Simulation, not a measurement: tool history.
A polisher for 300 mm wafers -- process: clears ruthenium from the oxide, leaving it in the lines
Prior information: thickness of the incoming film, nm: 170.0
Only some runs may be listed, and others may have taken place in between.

run  hour  flow of slurry (ml/min)  pressure of the wafer on the pad (psi)  speed of the pad under the wafer (cm/s)  overpolish time after the end point (s)  time until the end point was called (s)
  1   0.0                      140                                     2.7                                      118                                       45                                   107.92
  2   8.4                      105                                     2.7                                      118                                       45                                   115.46
  3  12.3                      105                                     2.3                                      118                                       45                                   133.41
  4  16.4                      105                                     2.3                                      118                                       45                                   131.62
  5  21.7                      105                                     2.3                                      118                                       48                                   131.73
  6  25.5                      125                                     2.3                                      118                                       48                                   123.71
  7  29.6                      135                                     2.4                                      118                                       48                                   124.16

The next listed run, before its measurement:
  8  32.8                      135                                     2.6                                      118                                       48                                        ?

{"run 8": {"time until the end point was called (s)": 107.69}}

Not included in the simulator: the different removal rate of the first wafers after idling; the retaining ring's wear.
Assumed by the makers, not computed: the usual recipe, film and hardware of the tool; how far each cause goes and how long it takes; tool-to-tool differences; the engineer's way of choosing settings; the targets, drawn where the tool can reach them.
